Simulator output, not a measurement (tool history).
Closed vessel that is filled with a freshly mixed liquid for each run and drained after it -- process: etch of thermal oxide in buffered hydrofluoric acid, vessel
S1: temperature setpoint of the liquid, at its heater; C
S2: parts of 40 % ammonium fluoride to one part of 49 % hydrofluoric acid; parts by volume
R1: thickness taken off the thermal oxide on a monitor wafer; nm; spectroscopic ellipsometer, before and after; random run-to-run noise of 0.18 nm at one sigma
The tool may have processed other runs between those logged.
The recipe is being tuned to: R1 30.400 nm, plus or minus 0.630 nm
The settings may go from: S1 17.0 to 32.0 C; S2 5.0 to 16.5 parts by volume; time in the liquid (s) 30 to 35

run 1 day=0.000 | S1=24.0 S2=10.0 time_in_the_liquid_(s)=35 | R1=42.075
run 2 day=0.329 | S1=23.5 S2=10.0 time_in_the_liquid_(s)=35 | R1=41.067
run 3 day=0.612 | S1=23.5 S2=9.0 time_in_the_liquid_(s)=35 | R1=44.339
run 4 day=0.746 | S1=23.5 S2=10.5 time_in_the_liquid_(s)=35 | R1=39.241
run 5 day=0.958 | S1=23.0 S2=10.5 time_in_the_liquid_(s)=35 | R1=38.016
run 6 day=1.017 | S1=22.5 S2=10.5 time_in_the_liquid_(s)=35 | R1=37.201
run 7 day=1.300 | S1=22.0 S2=10.5 time_in_the_liquid_(s)=35 | R1=36.161
run 8 day=1.483 | S1=21.5 S2=10.5 time_in_the_liquid_(s)=35 | R1=35.155
run 9 day=1.696 | S1=21.0 S2=10.5 time_in_the_liquid_(s)=35 | R1=34.211
run 10 day=1.821 | S1=20.5 S2=10.5 time_in_the_liquid_(s)=35 | R1=33.041
run 11 day=1.988 | S1=20.5 S2=10.5 time_in_the_liquid_(s)=35 | R1=33.338
run 12 day=2.067 | S1=19.5 S2=10.5 time_in_the_liquid_(s)=35 | R1=31.300
run 13 day=2.288 | S1=19.5 S2=10.5 time_in_the_liquid_(s)=35 | R1=31.418

Consider the 4 candidate settings below. Which is the only one whose results all fall within their allowed miss of target?
run A day=2.508 | S1=17.0 S2=9.0 time_in_the_liquid_(s)=35 | R1=?
run B day=2.508 | S1=20.0 S2=10.5 time_in_the_liquid_(s)=35 | R1=?
run C day=2.508 | S1=19.0 S2=10.0 time_in_the_liquid_(s)=35 | R1=?
run D day=2.508 | S1=19.0 S2=11.0 time_in_the_liquid_(s)=35 | R1=?

move=A R1=30.388
move=B R1=32.130
move=C R1=31.853
move=D R1=29.028
A: hits every target within its allowed miss
B: its largest miss is bigger than the last run's
C: its largest miss is bigger than the last run's
D: takes the result that was furthest off past its target
The move that meets every target is A.

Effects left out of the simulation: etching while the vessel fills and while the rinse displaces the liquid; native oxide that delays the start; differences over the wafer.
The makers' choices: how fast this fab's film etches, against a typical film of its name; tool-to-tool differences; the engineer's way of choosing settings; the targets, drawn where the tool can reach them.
